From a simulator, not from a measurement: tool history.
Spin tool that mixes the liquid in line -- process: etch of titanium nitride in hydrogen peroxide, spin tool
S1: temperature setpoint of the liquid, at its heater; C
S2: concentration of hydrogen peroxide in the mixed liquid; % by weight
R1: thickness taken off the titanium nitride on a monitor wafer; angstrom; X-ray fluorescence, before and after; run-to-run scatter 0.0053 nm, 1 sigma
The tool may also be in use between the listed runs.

Run 1, hour 0: S1 58 C, S2 17.5 % by weight, time under the liquid (s) 45. Result: R1 31.619 angstrom.
Run 2, hour 0.8: S1 58 C, S2 14.5 % by weight, time under the liquid (s) 45. Result: R1 30.306 angstrom.
Run 3, hour 8.2: S1 55 C, S2 14.5 % by weight, time under the liquid (s) 45. Result: R1 24.679 angstrom.
Run 4, hour 11.2: S1 49.5 C, S2 14.5 % by weight, time under the liquid (s) 45. Result: R1 16.776 angstrom.
Run 5, hour 19.2: S1 49.5 C, S2 14.5 % by weight, time under the liquid (s) 45. Result: R1 16.735 angstrom.
Run 6, hour 25.7: S1 49.5 C, S2 14.5 % by weight, time under the liquid (s) 45. Result: R1 16.647 angstrom.
Run 7, hour 26.4: S1 49 C, S2 14.5 % by weight, time under the liquid (s) 45. Result: R1 16.085 angstrom.

Run 8 has not been measured yet. What should we expect?
Run 8, hour 31.9: S1 48.5 C, S2 14.5 % by weight, time under the liquid (s) 45. Result: R1 ?.

{"run 8": {"R1": 15.44}}
